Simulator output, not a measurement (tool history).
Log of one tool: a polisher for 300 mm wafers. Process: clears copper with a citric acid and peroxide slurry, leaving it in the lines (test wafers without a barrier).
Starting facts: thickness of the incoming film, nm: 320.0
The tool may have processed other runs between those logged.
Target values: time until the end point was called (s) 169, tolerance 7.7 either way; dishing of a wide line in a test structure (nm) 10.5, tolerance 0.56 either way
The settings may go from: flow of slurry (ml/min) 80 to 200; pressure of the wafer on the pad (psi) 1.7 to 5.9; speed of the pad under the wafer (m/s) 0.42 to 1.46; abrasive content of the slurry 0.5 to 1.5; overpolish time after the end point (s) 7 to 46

| run | hour | flow of slurry (ml/min) | pressure of the wafer on the pad (psi) | speed of the pad under the wafer (m/s) | abrasive content of the slurry | overpolish time after the end point (s) | time until the end point was called (s) | dishing of a wide line in a test structure (nm) |
|---|---|---|---|---|---|---|---|---|
| 1 | 0 | 130 | 3.8 | 0.94 | 1 | 24 | 129.23 | 28.377 |
| 2 | 1.7 | 130 | 3.8 | 0.94 | 1.15 | 24 | 123.71 | 28.851 |
| 3 | 8.3 | 115 | 3.8 | 0.94 | 1.15 | 24 | 125.18 | 28.219 |
| 4 | 13 | 105 | 3.3 | 0.96 | 1.25 | 20 | 144.51 | 23.995 |
| 5 | 19.9 | 105 | 3.3 | 0.86 | 1.25 | 20 | 160.03 | 22.585 |
| 6 | 24.4 | 105 | 3.3 | 0.86 | 1.1 | 20 | 164.58 | 21.953 |
| 7 | 31.4 | 100 | 3.5 | 0.8 | 0.95 | 17 | 170.46 | 19.314 |
| 8 | 40.2 | 95 | 3.9 | 0.7 | 0.85 | 14 | 174.06 | 15.86 |
| 9 | 43.8 | 90 | 4.3 | 0.62 | 0.8 | 12 | 179.57 | 14.236 |
| 10 | 52.6 | 85 | 4.7 | 0.56 | 0.7 | 11 | 184.52 | 12.716 |
| 11 | 55.9 | 85 | 5 | 0.54 | 0.65 | 10 | 183.77 | 12.104 |
| 12 | 63.3 | 85 | 5.2 | 0.54 | 0.6 | 9 | 175.45 | 11.165 |
| 13 | 68.6 | 90 | 5.4 | 0.52 | 0.55 | 7 | 176.9 | 9.1596 |

Which of these 5 next moves meets every target?
| A | 73.9 | 80 | 5.6 | 0.44 | 0.65 | 9 | ? | ? |
| B | 73.9 | 80 | 5.4 | 0.52 | 0.5 | 8 | ? | ? |
| C | 73.9 | 110 | 5.2 | 0.48 | 0.5 | 7 | ? | ? |
| D | 73.9 | 85 | 4.8 | 0.5 | 0.65 | 10 | ? | ? |
| E | 73.9 | 95 | 5.7 | 0.5 | 0.5 | 8 | ? | ? |

| move | time until the end point was called (s) | dishing of a wide line in a test structure (nm) |
|---|---|---|
| A | 188.11 | 10.688 |
| B | 186.45 | 9.7104 |
| C | 184.13 | 8.7185 |
| D | 197.63 | 11.201 |
| E | 171.1 | 10.476 |
A: the furthest-off result lands on target, but another misses its tolerance
B: closer than the last run, but not yet in spec
C: further off than the last run
D: the result that was furthest off in the last run now lies on the other side of its target
E: all results land within tolerance of their targets
E is the move that brings every result within its allowed miss.
